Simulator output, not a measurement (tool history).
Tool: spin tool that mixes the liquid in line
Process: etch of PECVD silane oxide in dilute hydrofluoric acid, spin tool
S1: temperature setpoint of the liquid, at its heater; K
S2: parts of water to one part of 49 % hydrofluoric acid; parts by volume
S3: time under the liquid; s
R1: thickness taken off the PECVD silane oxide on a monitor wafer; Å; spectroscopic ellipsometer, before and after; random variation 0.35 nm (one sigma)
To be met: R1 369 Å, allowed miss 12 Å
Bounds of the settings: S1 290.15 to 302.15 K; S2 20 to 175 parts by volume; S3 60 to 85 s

run    day      S1  S2  S3      R1
  1      0  294.15  95  85  127.76
  2  0.088  291.65  95  85  117.47
  3  0.217  293.15  80  85   149.2
  4  0.533  293.15  50  85  244.46
  5  0.583  294.15  50  85  257.59
  6  0.812  295.65  50  85  276.58
  7  0.925  296.65  50  85  285.26
  8  1.246  297.65  50  85  297.06
  9   1.55  298.65  50  85  309.81
 10  1.596  299.15  50  85  317.09
 11  1.838  299.65  50  85  320.16

Which of these 4 next moves meets every target?
  A  2.079  297.15  40  85   ?
  B  2.079  302.15  50  80   ?
  C  2.079  298.15  45  85   ?
  D  2.079  301.65  50  85   ?

move      R1
   A  364.08
   B  330.97
   C  334.98
   D  344.75
A: meets every target
B: nearer than the last run, and not there yet
C: nearer than the last run, and not there yet
D: nearer than the last run, and not there yet
Answer: A
